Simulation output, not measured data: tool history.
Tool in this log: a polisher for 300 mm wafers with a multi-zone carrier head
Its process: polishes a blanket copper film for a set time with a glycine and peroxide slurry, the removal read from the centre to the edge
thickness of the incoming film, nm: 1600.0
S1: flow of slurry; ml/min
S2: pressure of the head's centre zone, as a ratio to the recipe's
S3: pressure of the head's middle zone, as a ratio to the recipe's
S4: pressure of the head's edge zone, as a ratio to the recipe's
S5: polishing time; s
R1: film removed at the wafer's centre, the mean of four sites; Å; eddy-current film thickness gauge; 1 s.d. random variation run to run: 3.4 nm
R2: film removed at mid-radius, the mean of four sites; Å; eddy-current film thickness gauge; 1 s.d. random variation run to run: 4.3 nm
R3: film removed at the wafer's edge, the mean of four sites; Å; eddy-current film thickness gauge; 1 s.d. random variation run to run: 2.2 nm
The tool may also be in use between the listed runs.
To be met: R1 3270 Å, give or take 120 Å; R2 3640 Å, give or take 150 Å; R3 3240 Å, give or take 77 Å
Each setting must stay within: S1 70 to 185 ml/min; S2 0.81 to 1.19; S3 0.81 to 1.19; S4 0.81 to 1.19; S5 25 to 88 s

run,hour,S1,S2,S3,S4,S5,R1,R2,R3
1,0,120,1,1,1,56,3868.7,3940.2,3908.2
2,6.5,120,1.07,1,1,56,4029.4,3862.8,3933.3
3,14,115,1.05,1.01,0.97,55,3844.9,3878.8,3742.7
4,21,115,1.05,1.01,0.97,61,4261.5,4322.1,4155.9
# hour 25.4: slurry nozzle cleaned
5,25.4,115,1.05,1.01,0.97,53,4085,4021,3805.5
6,28.5,110,1.02,1.01,0.97,51,3796.5,3813.6,3614
7,36.9,110,1.02,1.01,0.97,51,3777.3,3888.6,3665.7
8,39.9,110,1,1.01,0.96,49,3592.3,3652.7,3482.6
9,40.5,110,0.98,1.01,0.95,48,3420.4,3574.8,3415.4
10,42.7,110,0.98,1.02,0.94,48,3462.6,3640.1,3380.9
11,45.1,110,0.97,1.02,0.93,48,3427.4,3600.3,3363.1

Exactly one of the 4 candidate moves below puts every result within its allowed miss. Which one?
A,47.5,125,1.06,1.01,0.89,46,?,?,?
B,47.5,115,0.92,0.95,0.97,49,?,?,?
C,47.5,105,0.96,1.07,1.06,47,?,?,?
D,47.5,125,0.96,1.07,0.96,45,?,?,?

move,R1,R2,R3
A,3592.8,3579.4,3215.9
B,3387.5,3572.5,3533.9
C,3295.6,3728.7,3495.2
D,3264.4,3678.5,3256
A: brings the last run's worst result on target, with another outside its allowed miss
B: its largest miss is bigger than the last run's
C: its largest miss is bigger than the last run's
D: each result inside its tolerance
Answer: D
